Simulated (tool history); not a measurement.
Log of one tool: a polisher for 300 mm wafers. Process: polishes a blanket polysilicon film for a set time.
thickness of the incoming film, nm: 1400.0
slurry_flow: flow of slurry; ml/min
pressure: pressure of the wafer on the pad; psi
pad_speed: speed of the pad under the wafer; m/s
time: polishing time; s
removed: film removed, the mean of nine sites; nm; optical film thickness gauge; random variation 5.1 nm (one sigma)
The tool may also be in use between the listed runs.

Run 1, hour 0.0: slurry_flow 285 ml/min, pressure 3.1 psi, pad_speed 0.92 m/s, time 87 s. Result: removed 614.55 nm.
Run 2, hour 2.1: slurry_flow 285 ml/min, pressure 3.1 psi, pad_speed 0.92 m/s, time 91 s. Result: removed 639.85 nm.
Run 3, hour 9.4: slurry_flow 285 ml/min, pressure 3.1 psi, pad_speed 1.06 m/s, time 91 s. Result: removed 742.19 nm.
Run 4, hour 12.8: slurry_flow 285 ml/min, pressure 2.9 psi, pad_speed 1.04 m/s, time 91 s. Result: removed 692.77 nm.
Run 5, hour 16.9: slurry_flow 285 ml/min, pressure 2.9 psi, pad_speed 1.04 m/s, time 87 s. Result: removed 652.82 nm.
Run 6, hour 24.3: slurry_flow 285 ml/min, pressure 2.7 psi, pad_speed 1.02 m/s, time 87 s. Result: removed 582.85 nm.

The next listed run, before its measurement:
Run 7, hour 29.3: slurry_flow 285 ml/min, pressure 2.6 psi, pad_speed 1.02 m/s, time 87 s. Result: removed ?.

removed: 565.92 nm
